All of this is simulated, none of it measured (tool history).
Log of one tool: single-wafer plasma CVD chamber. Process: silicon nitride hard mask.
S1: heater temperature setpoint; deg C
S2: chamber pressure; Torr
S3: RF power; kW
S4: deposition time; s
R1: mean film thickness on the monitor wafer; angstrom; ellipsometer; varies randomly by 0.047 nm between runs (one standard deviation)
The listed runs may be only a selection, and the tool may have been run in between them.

| run | hour | S1 | S2 | S3 | S4 | R1 |
|---|---|---|---|---|---|---|
| 1 | 0.0 | 380 | 1.25 | 0.250 | 30.6 | 301.20 |
| 2 | 4.3 | 380 | 1.18 | 0.235 | 30.4 | 278.87 |
| 3 | 7.7 | 380 | 1.11 | 0.230 | 30.3 | 268.43 |
| 4 | 12.9 | 380 | 1.05 | 0.225 | 30.2 | 259.66 |
| 5 | 14.3 | 380 | 1.00 | 0.220 | 30.2 | 250.64 |
| 6 | 21.6 | 380 | 1.00 | 0.240 | 30.2 | 272.98 |
| 7 | 28.6 | 380 | 0.97 | 0.235 | 30.1 | 264.68 |

What does the tool deliver on the next run?
|  | 29.9 | capacitance manometer re-zeroed and calibrated |
| 8 | 29.9 | 380 | 0.97 | 0.235 | 30.1 | ? |

Logged for run 8: R1 262.05 angstrom.
